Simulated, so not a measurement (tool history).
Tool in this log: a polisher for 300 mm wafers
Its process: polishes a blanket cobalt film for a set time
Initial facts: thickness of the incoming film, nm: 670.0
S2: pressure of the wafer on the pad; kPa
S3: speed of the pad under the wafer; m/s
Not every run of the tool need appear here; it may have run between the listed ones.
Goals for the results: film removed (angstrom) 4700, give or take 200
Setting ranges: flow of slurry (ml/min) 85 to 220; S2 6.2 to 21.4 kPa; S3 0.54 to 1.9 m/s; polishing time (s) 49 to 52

Run 1, hour 0: flow of slurry (ml/min) 140, S2 13.8 kPa, S3 1.22 m/s, polishing time (s) 49. Result: film removed (angstrom) 3107.1.
Run 2, hour 8.7: flow of slurry (ml/min) 170, S2 13.8 kPa, S3 1.22 m/s, polishing time (s) 49. Result: film removed (angstrom) 3148.7.
Run 3, hour 14.6: flow of slurry (ml/min) 170, S2 13.8 kPa, S3 1.22 m/s, polishing time (s) 52. Result: film removed (angstrom) 3278.3.
Run 4, hour 18: flow of slurry (ml/min) 170, S2 15.2 kPa, S3 1.22 m/s, polishing time (s) 52. Result: film removed (angstrom) 3666.7.
Run 5, hour 22.3: flow of slurry (ml/min) 170, S2 18.6 kPa, S3 1.22 m/s, polishing time (s) 52. Result: film removed (angstrom) 4478.4.
Run 6, hour 26.6: flow of slurry (ml/min) 170, S2 16.5 kPa, S3 1.22 m/s, polishing time (s) 52. Result: film removed (angstrom) 3985.1.
Run 7, hour 30.4: flow of slurry (ml/min) 170, S2 17.2 kPa, S3 1.22 m/s, polishing time (s) 52. Result: film removed (angstrom) 4104.1.
Run 8, hour 31.1: flow of slurry (ml/min) 170, S2 17.9 kPa, S3 1.22 m/s, polishing time (s) 52. Result: film removed (angstrom) 4277.1.

Pick the move, out of 4, that brings all results within their allowed miss; only one does.
Run A, hour 31.8: flow of slurry (ml/min) 150, S2 20 kPa, S3 1.2 m/s, polishing time (s) 52. Result: film removed (angstrom) ?.
Run B, hour 31.8: flow of slurry (ml/min) 150, S2 20 kPa, S3 1.32 m/s, polishing time (s) 52. Result: film removed (angstrom) ?.
Run C, hour 31.8: flow of slurry (ml/min) 180, S2 17.9 kPa, S3 1.02 m/s, polishing time (s) 52. Result: film removed (angstrom) ?.
Run D, hour 31.8: flow of slurry (ml/min) 160, S2 17.9 kPa, S3 1.22 m/s, polishing time (s) 52. Result: film removed (angstrom) ?.

move  film removed (angstrom)
   A                     4589
   B                   5033.9
   C                   3636.3
   D                   4240.5
A: meets every target
B: takes the biggest miss from the last run beyond its target
C: lands further from the targets than the last run did
D: lands further from the targets than the last run did
Move A is the one to make.
